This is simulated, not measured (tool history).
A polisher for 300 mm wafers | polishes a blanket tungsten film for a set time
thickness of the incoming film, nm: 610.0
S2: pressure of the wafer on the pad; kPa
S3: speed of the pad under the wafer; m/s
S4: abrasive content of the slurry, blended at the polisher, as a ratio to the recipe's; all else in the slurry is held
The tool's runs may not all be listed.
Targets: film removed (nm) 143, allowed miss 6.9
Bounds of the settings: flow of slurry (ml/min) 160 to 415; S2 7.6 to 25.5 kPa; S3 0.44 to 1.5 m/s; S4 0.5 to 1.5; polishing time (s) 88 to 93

Run 1, hour 0: flow of slurry (ml/min) 265, S2 16.5 kPa, S3 0.96 m/s, S4 1, polishing time (s) 88. Result: film removed (nm) 197.53.
Run 2, hour 5.8: flow of slurry (ml/min) 265, S2 16.5 kPa, S3 0.96 m/s, S4 1, polishing time (s) 88. Result: film removed (nm) 203.29.
Run 3, hour 11.1: flow of slurry (ml/min) 265, S2 20 kPa, S3 0.96 m/s, S4 1, polishing time (s) 88. Result: film removed (nm) 234.17.
Run 4, hour 16.1: flow of slurry (ml/min) 290, S2 20 kPa, S3 0.96 m/s, S4 1, polishing time (s) 88. Result: film removed (nm) 237.19.
Run 5, hour 18.6: flow of slurry (ml/min) 290, S2 20 kPa, S3 0.74 m/s, S4 1, polishing time (s) 88. Result: film removed (nm) 181.8.
Run 6, hour 24.5: flow of slurry (ml/min) 290, S2 20 kPa, S3 0.84 m/s, S4 1, polishing time (s) 88. Result: film removed (nm) 204.05.
Run 7, hour 27: flow of slurry (ml/min) 290, S2 17.9 kPa, S3 0.82 m/s, S4 1, polishing time (s) 88. Result: film removed (nm) 180.81.
Run 8, hour 33.1: flow of slurry (ml/min) 290, S2 16.5 kPa, S3 0.82 m/s, S4 1, polishing time (s) 88. Result: film removed (nm) 172.78.
Run 9, hour 38.8: flow of slurry (ml/min) 290, S2 12.4 kPa, S3 0.78 m/s, S4 1, polishing time (s) 88. Result: film removed (nm) 135.82.
At hour 44.2: slurry tank refilled with fresh slurry and peroxide.
Run 10, hour 44.2: flow of slurry (ml/min) 290, S2 13.1 kPa, S3 0.78 m/s, S4 1, polishing time (s) 88. Result: film removed (nm) 154.99.
Run 11, hour 53: flow of slurry (ml/min) 290, S2 13.1 kPa, S3 0.78 m/s, S4 1, polishing time (s) 88. Result: film removed (nm) 160.63.

Which of these 5 next moves meets every target?
Run A, hour 61.8: flow of slurry (ml/min) 325, S2 11.7 kPa, S3 0.66 m/s, S4 0.85, polishing time (s) 93. Result: film removed (nm) ?.
Run B, hour 61.8: flow of slurry (ml/min) 290, S2 13.8 kPa, S3 0.64 m/s, S4 0.95, polishing time (s) 88. Result: film removed (nm) ?.
Run C, hour 61.8: flow of slurry (ml/min) 405, S2 10.3 kPa, S3 0.66 m/s, S4 1, polishing time (s) 93. Result: film removed (nm) ?.
Run D, hour 61.8: flow of slurry (ml/min) 235, S2 13.8 kPa, S3 0.74 m/s, S4 0.85, polishing time (s) 88. Result: film removed (nm) ?.
Run E, hour 61.8: flow of slurry (ml/min) 270, S2 15.9 kPa, S3 0.72 m/s, S4 1.05, polishing time (s) 93. Result: film removed (nm) ?.

move  film removed (nm)
   A             127.37
   B             131.93
   C             124.36
   D             144.78
   E             174.37
A: takes the result that was furthest off past its target
B: takes the result that was furthest off past its target
C: takes the result that was furthest off past its target
D: meets every target
E: further off than the last run
Answer: D
